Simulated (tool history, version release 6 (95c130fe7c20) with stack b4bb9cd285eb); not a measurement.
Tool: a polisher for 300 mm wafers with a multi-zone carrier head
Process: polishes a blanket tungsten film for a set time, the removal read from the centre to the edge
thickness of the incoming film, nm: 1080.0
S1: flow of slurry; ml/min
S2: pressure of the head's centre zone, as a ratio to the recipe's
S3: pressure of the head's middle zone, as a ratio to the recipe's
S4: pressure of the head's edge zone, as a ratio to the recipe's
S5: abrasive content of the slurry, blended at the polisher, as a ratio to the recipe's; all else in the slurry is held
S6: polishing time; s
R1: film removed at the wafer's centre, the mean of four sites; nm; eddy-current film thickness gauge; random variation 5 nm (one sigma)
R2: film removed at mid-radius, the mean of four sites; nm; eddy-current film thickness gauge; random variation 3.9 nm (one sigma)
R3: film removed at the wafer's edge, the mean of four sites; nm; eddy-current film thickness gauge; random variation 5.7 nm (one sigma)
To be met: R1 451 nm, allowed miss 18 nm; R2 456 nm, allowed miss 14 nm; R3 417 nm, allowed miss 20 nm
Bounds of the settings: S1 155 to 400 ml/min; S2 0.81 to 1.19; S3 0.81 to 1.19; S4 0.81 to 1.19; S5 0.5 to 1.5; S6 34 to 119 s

run 1 hour=0 | S1=255 S2=1 S3=1 S4=1 S5=1 S6=76 | R1=309.74 R2=308.07 R3=307.52
run 2 hour=7.8 | S1=260 S2=1.01 S3=1.02 S4=1.01 S5=1.05 S6=77 | R1=322.03 R2=317.86 R3=320.12
run 3 hour=15 | S1=260 S2=1.01 S3=1.1 S4=1.01 S5=1.05 S6=77 | R1=312.06 R2=338.21 R3=318.5
run 4 hour=23.9 | S1=265 S2=1.02 S3=1.11 S4=1.01 S5=1.1 S6=78 | R1=338.19 R2=351.91 R3=325.32
run 5 hour=28.5 | S1=265 S2=1.06 S3=1.11 S4=1.01 S5=1.1 S6=78 | R1=339.65 R2=345.73 R3=324.21
run 6 hour=29.6 | S1=270 S2=1.06 S3=1.12 S4=1.02 S5=1.15 S6=79 | R1=351.73 R2=362.18 R3=335.52
run 7 hour=32.8 | S1=275 S2=1.07 S3=1.13 S4=1.03 S5=1.2 S6=80 | R1=358.11 R2=372.71 R3=348.01
run 8 hour=39.7 | S1=280 S2=1.08 S3=1.14 S4=1.03 S5=1.25 S6=81 | R1=372.21 R2=383.11 R3=351.33
run 9 hour=46.9 | S1=280 S2=1.09 S3=1.14 S4=1.04 S5=1.3 S6=82 | R1=390.19 R2=391.48 R3=362.5
run 10 hour=47.9 | S1=285 S2=1.09 S3=1.14 S4=1.05 S5=1.3 S6=83 | R1=398.17 R2=397.07 R3=369.98
run 11 hour=51.7 | S1=290 S2=1.09 S3=1.15 S4=1.05 S5=1.3 S6=83 | R1=389.15 R2=390.73 R3=362.12

4 next moves are on the table. One of them brings every result within its allowed miss. Which?
run A hour=55.5 | S1=260 S2=1.02 S3=1.06 S4=1.19 S5=1.25 S6=103 | R1=? R2=? R3=?
run B hour=55.5 | S1=170 S2=1.01 S3=1.04 S4=1.16 S5=1.45 S6=109 | R1=? R2=? R3=?
run C hour=55.5 | S1=290 S2=1.05 S3=1.08 S4=0.93 S5=1.25 S6=100 | R1=? R2=? R3=?
run D hour=55.5 | S1=245 S2=1.02 S3=1.19 S4=0.94 S5=1.2 S6=77 | R1=? R2=? R3=?

move=A R1=444.43 R2=443.96 R3=471.39
move=B R1=443.21 R2=443.66 R3=482.49
move=C R1=450.59 R2=443.56 R3=422.52
move=D R1=327.41 R2=361.3 R3=318.77
A: brings the result that was furthest off to its target, and leaves another outside
B: brings the result that was furthest off to its target, and leaves another outside
C: meets every target
D: further off than the last run
Answer: C

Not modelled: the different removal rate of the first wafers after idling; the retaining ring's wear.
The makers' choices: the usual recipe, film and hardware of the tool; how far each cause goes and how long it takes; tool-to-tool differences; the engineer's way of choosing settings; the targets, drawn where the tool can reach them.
